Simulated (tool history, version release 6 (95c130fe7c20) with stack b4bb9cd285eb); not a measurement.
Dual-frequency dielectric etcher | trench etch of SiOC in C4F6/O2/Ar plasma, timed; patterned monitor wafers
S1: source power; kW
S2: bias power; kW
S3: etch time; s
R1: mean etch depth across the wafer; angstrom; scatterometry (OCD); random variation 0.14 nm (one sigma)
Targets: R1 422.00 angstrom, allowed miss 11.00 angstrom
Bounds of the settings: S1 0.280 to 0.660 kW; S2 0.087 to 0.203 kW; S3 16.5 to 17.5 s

run,hour,S1,S2,S3,R1
1,0.0,0.470,0.145,16.5,359.68
2,6.9,0.470,0.145,16.5,361.35
3,8.6,0.500,0.148,16.5,370.82
4,11.4,0.500,0.169,16.5,382.02
5,19.4,0.420,0.169,16.5,360.46
6,20.5,0.460,0.169,16.5,372.64
7,21.4,0.480,0.172,16.5,379.65
8,29.6,0.500,0.174,16.5,383.79
9,34.5,0.520,0.177,16.5,392.85
10,42.0,0.530,0.179,16.5,397.35
11,46.5,0.530,0.179,16.5,397.82

4 next moves are on the table. One of them brings every result within its allowed miss. Which?
A,51.0,0.660,0.173,17.5,?
B,51.0,0.470,0.203,16.5,?
C,51.0,0.520,0.192,16.5,?
D,51.0,0.510,0.182,17.5,?

move,R1
A,450.62
B,392.49
C,400.62
D,416.04
A: takes the result that was furthest off past its target
B: further off than the last run
C: nearer than the last run, and not there yet
D: meets every target
The right move is D.
